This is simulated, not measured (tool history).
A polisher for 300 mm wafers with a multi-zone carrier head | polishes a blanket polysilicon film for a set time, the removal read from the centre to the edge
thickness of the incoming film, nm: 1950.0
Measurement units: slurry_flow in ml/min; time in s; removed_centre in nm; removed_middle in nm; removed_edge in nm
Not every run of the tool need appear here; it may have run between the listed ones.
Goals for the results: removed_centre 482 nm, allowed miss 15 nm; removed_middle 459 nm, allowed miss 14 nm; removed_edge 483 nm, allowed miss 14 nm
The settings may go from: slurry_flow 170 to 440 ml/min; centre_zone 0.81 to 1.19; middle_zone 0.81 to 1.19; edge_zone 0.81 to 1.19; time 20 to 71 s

run,hour,slurry_flow,centre_zone,middle_zone,edge_zone,time,removed_centre,removed_middle,removed_edge
1,0,280,1,1,1,45,377.68,372.92,388.74
2,4.9,290,1.02,1.02,1.04,46,386.43,402.98,401.86
3,13.6,290,1.02,1.02,1.04,50,420.66,429.47,436.05
4,19,300,1.04,1.01,1.06,51,442.41,432.27,454.68
5,21.2,335,1.04,1.01,1.06,51,443.41,437.35,461.89
6,27.3,335,1.04,1.01,1.06,43,381.03,375.42,385.15
7,34.9,345,1.06,1.01,1.08,45,394.43,392.95,402.78
8,42.4,350,1.08,1.01,1.09,47,431.77,413.18,427.39
9,50.2,355,1.09,1.01,1.11,48,437.83,412.99,445.03
10,51.7,360,1.11,1.03,1.12,49,462.58,430.88,458.16

Which one of the following 4 next-run settings gets every result inside its allowed miss? There is exactly one.
A,53.2,440,1.07,1,1.09,52,?,?,?
B,53.2,435,1.03,0.97,1.16,54,?,?,?
C,53.2,325,1.1,1.14,1.02,49,?,?,?
D,53.2,350,1.11,0.94,1.12,52,?,?,?

move,removed_centre,removed_middle,removed_edge
A,481.86,457.49,473.31
B,482.5,464.31,507.27
C,453.79,463.68,422.69
D,488.74,429.5,473.58
A: all results land within tolerance of their targets
B: the worst result of the last run now meets its target, but another is out of spec
C: the worst result of the last run now meets its target, but another is out of spec
D: about the same distance from the targets as the last run
Move A is the one to make.

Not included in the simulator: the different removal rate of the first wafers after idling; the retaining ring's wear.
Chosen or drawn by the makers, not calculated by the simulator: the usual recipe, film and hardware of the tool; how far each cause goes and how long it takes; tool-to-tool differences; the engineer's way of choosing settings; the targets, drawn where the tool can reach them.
